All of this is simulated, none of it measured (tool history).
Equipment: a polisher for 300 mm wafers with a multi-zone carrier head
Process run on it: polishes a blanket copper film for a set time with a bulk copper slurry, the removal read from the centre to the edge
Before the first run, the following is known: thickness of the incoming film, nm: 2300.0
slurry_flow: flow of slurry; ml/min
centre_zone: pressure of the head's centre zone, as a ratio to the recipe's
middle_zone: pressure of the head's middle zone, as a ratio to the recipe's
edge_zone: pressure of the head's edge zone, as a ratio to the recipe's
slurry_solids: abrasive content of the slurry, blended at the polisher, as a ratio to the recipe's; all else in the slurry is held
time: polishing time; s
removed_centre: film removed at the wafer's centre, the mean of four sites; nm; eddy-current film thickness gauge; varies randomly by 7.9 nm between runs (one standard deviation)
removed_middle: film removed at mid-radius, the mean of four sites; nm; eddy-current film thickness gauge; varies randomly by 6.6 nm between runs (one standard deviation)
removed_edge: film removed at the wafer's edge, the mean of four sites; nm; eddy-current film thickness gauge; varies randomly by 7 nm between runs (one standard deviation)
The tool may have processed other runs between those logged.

run 1 hour=0.0 | slurry_flow=185 centre_zone=1.00 middle_zone=1.00 edge_zone=1.00 slurry_solids=1.00 time=58 | removed_centre=880.21 removed_middle=894.22 removed_edge=877.62
run 2 hour=5.3 | slurry_flow=185 centre_zone=1.00 middle_zone=1.00 edge_zone=1.00 slurry_solids=1.10 time=58 | removed_centre=903.29 removed_middle=932.66 removed_edge=912.21
run 3 hour=11.5 | slurry_flow=175 centre_zone=0.94 middle_zone=1.00 edge_zone=0.98 slurry_solids=0.95 time=57 | removed_centre=785.02 removed_middle=873.13 removed_edge=848.37
run 4 hour=12.9 | slurry_flow=170 centre_zone=0.91 middle_zone=0.99 edge_zone=0.95 slurry_solids=0.80 time=56 | removed_centre=726.39 removed_middle=822.59 removed_edge=780.51
run 5 hour=19.6 | slurry_flow=170 centre_zone=0.83 middle_zone=0.99 edge_zone=0.95 slurry_solids=0.80 time=56 | removed_centre=649.02 removed_middle=803.59 removed_edge=791.52
run 6 hour=24.4 | slurry_flow=170 centre_zone=0.83 middle_zone=1.03 edge_zone=0.95 slurry_solids=0.80 time=56 | removed_centre=647.13 removed_middle=829.26 removed_edge=778.90
run 7 hour=30.0 | slurry_flow=165 centre_zone=0.83 middle_zone=1.01 edge_zone=0.93 slurry_solids=0.75 time=56 | removed_centre=649.62 removed_middle=795.47 removed_edge=756.02
run 8 hour=34.2 | slurry_flow=160 centre_zone=0.82 middle_zone=1.01 edge_zone=0.93 slurry_solids=0.70 time=56 | removed_centre=628.53 removed_middle=785.58 removed_edge=743.40
run 9 hour=36.9 | slurry_flow=150 centre_zone=0.82 middle_zone=1.00 edge_zone=0.92 slurry_solids=0.65 time=56 | removed_centre=588.06 removed_middle=747.23 removed_edge=714.39
run 10 hour=39.8 | slurry_flow=145 centre_zone=0.83 middle_zone=1.00 edge_zone=0.91 slurry_solids=0.65 time=56 | removed_centre=597.50 removed_middle=734.03 removed_edge=722.96

Expected results for the next run?
run 11 hour=40.5 | slurry_flow=145 centre_zone=0.83 middle_zone=1.01 edge_zone=0.89 slurry_solids=0.65 time=56 | removed_centre=? removed_middle=? removed_edge=?

{"run 11": {"removed_centre": 613.24, "removed_middle": 739.25, "removed_edge": 712.3}}
